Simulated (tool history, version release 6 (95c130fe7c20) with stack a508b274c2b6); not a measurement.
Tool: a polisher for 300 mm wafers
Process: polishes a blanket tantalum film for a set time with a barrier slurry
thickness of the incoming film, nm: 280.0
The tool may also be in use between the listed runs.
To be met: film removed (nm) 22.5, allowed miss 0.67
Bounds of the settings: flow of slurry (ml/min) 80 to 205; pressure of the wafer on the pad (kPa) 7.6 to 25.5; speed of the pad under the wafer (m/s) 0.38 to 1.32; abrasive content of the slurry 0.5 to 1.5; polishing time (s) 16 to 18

run  hour  flow of slurry (ml/min)  pressure of the wafer on the pad (kPa)  speed of the pad under the wafer (m/s)  abrasive content of the slurry  polishing time (s)  film removed (nm)
  1     0                      135                                    16.5                                    0.84                               1                  18             32.842
  2     1                      135                                    16.5                                    0.74                               1                  18             28.816
  3   7.5                      135                                    15.9                                    0.74                               1                  18             27.702
  4  10.7                      120                                    14.5                                    0.74                               1                  18             24.908
  5  16.5                       95                                    14.5                                    0.74                               1                  18             23.253
  6  18.2                       95                                    11.7                                    0.74                               1                  18              18.74
  7  19.3                      100                                    11.7                                    0.74                               1                  18             19.228
  8  21.9                      105                                    11.7                                    0.74                               1                  18             19.594
  9    25                      110                                    11.7                                    0.74                               1                  18             19.869
 10  32.1                      115                                    11.7                                    0.74                               1                  18             20.115
 11    37                      115                                    11.7                                    0.74                               1                  18             20.129
 12  43.2                      120                                    11.7                                    0.74                               1                  18             20.013
 13  44.9                      125                                    11.7                                    0.74                               1                  18             20.487
 14  47.1                      130                                    11.7                                    0.74                               1                  18             20.679
 15  55.8                      135                                    11.7                                    0.74                               1                  18             20.911
 16  59.4                      140                                    11.7                                    0.74                               1                  18             21.076
 17  62.9                      150                                    11.7                                    0.74                               1                  18             21.362
 18  68.8                      160                                    11.7                                    0.74                               1                  18             21.387

5 next moves are on the table. One of them brings every result within its allowed miss. Which?
  A  74.7                      165                                     9.7                                    1.04                            0.75                  17                  ?
  B  74.7                      130                                     9.7                                    1.02                            0.85                  16                  ?
  C  74.7                      155                                    11.7                                    0.76                             0.9                  18                  ?
  D  74.7                      185                                    13.8                                    0.56                            1.25                  18                  ?
  E  74.7                      155                                     8.3                                    0.94                            0.85                  18                  ?

move  film removed (nm)
   A             22.526
   B              20.37
   C             21.701
   D             20.725
   E             18.941
A: meets every target
B: further off than the last run
C: nearer than the last run, and not there yet
D: further off than the last run
E: further off than the last run
Answer: A
